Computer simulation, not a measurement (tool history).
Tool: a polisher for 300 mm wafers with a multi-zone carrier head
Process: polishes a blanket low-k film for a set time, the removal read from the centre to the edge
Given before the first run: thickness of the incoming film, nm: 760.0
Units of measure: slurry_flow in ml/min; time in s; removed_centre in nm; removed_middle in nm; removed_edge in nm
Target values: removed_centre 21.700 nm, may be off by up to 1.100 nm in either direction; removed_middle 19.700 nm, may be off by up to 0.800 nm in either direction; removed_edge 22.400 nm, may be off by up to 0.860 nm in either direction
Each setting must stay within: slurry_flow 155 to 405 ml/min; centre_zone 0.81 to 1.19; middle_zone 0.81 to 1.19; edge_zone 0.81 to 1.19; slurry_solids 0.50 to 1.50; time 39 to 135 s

run,hour,slurry_flow,centre_zone,middle_zone,edge_zone,slurry_solids,time,removed_centre,removed_middle,removed_edge
1,0.0,260,1.00,1.00,1.00,1.00,87,32.561,32.779,32.246
2,7.6,255,0.99,0.96,1.00,0.90,85,30.630,29.458,30.607
3,11.3,255,0.97,0.94,0.99,0.80,82,27.421,27.240,28.575
4,14.8,250,0.97,0.92,0.98,0.75,79,26.387,24.343,26.701
5,21.4,245,0.96,0.91,0.96,0.70,78,24.781,23.408,25.302
6,27.0,240,0.95,0.89,0.94,0.65,78,24.198,22.163,23.847
7,31.9,235,0.93,0.87,0.94,0.65,78,23.114,21.851,24.327
8,34.7,230,0.93,0.86,0.93,0.65,78,22.616,21.280,24.597
9,43.3,240,0.97,0.87,0.89,0.50,76,21.311,19.838,21.111
10,44.2,240,0.97,0.86,0.90,0.50,76,21.344,19.467,21.696
11,52.1,240,0.97,0.86,0.91,0.50,76,21.320,19.359,21.192

5 candidate next runs follow, results not yet known. Just one meets every target within its allowed miss. Identify it.
A,60.0,295,1.08,0.95,0.85,0.50,67,?,?,?
B,60.0,255,1.05,0.88,0.94,0.55,74,?,?,?
C,60.0,275,0.92,0.81,0.81,0.50,81,?,?,?
D,60.0,175,1.00,0.95,0.89,0.70,64,?,?,?
E,60.0,260,1.00,0.84,0.88,0.50,73,?,?,?

move,removed_centre,removed_middle,removed_edge
A,22.193,18.981,19.075
B,24.194,20.019,22.073
C,22.620,19.985,22.723
D,20.434,19.041,19.688
E,22.024,18.429,20.768
A: moves away from the targets compared with the last run
B: brings the result that was furthest off to its target, and leaves another outside
C: each result inside its tolerance
D: moves away from the targets compared with the last run
E: moves away from the targets compared with the last run
Move C is the one to make.
